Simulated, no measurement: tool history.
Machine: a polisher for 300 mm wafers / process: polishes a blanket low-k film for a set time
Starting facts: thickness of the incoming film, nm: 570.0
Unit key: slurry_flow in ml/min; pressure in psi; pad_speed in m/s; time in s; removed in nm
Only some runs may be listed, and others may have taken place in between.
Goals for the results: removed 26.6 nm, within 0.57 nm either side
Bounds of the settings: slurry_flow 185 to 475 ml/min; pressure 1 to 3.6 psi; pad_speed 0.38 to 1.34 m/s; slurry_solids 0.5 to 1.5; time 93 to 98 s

Run 1, hour 0: slurry_flow 305 ml/min, pressure 2.3 psi, pad_speed 0.86 m/s, slurry_solids 1, time 93 s. Result: removed 42.084 nm.
Run 2, hour 3.9: slurry_flow 300 ml/min, pressure 2.1 psi, pad_speed 0.86 m/s, slurry_solids 1, time 93 s. Result: removed 38.21 nm.
Run 3, hour 12.6: slurry_flow 300 ml/min, pressure 2.1 psi, pad_speed 0.86 m/s, slurry_solids 1, time 98 s. Result: removed 40.45 nm.
Run 4, hour 15.4: slurry_flow 295 ml/min, pressure 1.9 psi, pad_speed 0.86 m/s, slurry_solids 1, time 98 s. Result: removed 36.852 nm.
Run 5, hour 17.9: slurry_flow 290 ml/min, pressure 1.8 psi, pad_speed 0.86 m/s, slurry_solids 1, time 98 s. Result: removed 34.523 nm.
Run 6, hour 23.3: slurry_flow 280 ml/min, pressure 1.7 psi, pad_speed 0.86 m/s, slurry_solids 1, time 98 s. Result: removed 33.173 nm.
Run 7, hour 28.7: slurry_flow 275 ml/min, pressure 1.6 psi, pad_speed 0.86 m/s, slurry_solids 1, time 98 s. Result: removed 30.881 nm.
Run 8, hour 34.9: slurry_flow 230 ml/min, pressure 1.3 psi, pad_speed 0.86 m/s, slurry_solids 1, time 98 s. Result: removed 24.888 nm.
Run 9, hour 42.8: slurry_flow 240 ml/min, pressure 1.3 psi, pad_speed 0.86 m/s, slurry_solids 1, time 98 s. Result: removed 24.99 nm.
Run 10, hour 51.6: slurry_flow 250 ml/min, pressure 1.3 psi, pad_speed 0.86 m/s, slurry_solids 1, time 98 s. Result: removed 25.152 nm.
Run 11, hour 58.9: slurry_flow 260 ml/min, pressure 1.3 psi, pad_speed 0.86 m/s, slurry_solids 1, time 98 s. Result: removed 25.421 nm.
Run 12, hour 59.7: slurry_flow 270 ml/min, pressure 1.3 psi, pad_speed 0.86 m/s, slurry_solids 1, time 98 s. Result: removed 25.253 nm.

Exercise: of the 5 proposed moves below, exactly one satisfies all targets within the stated allowed misses. Which move is it?
Run A, hour 60.5: slurry_flow 240 ml/min, pressure 1.4 psi, pad_speed 0.9 m/s, slurry_solids 1.05, time 97 s. Result: removed ?.
Run B, hour 60.5: slurry_flow 260 ml/min, pressure 1.4 psi, pad_speed 0.8 m/s, slurry_solids 1.05, time 98 s. Result: removed ?.
Run C, hour 60.5: slurry_flow 345 ml/min, pressure 1.8 psi, pad_speed 0.46 m/s, slurry_solids 0.85, time 93 s. Result: removed ?.
Run D, hour 60.5: slurry_flow 235 ml/min, pressure 1.3 psi, pad_speed 0.88 m/s, slurry_solids 1, time 93 s. Result: removed ?.
Run E, hour 60.5: slurry_flow 190 ml/min, pressure 1.4 psi, pad_speed 0.68 m/s, slurry_solids 1, time 98 s. Result: removed ?.

move  removed
   A   27.418
   B   26.377
   C   23.616
   D   23.691
   E   22.918
A: carries the result that was furthest off beyond its target, to the other side
B: hits every target within its allowed miss
C: lands further from the targets than the last run did
D: lands further from the targets than the last run did
E: lands further from the targets than the last run did
Correct choice: B, which meets every target

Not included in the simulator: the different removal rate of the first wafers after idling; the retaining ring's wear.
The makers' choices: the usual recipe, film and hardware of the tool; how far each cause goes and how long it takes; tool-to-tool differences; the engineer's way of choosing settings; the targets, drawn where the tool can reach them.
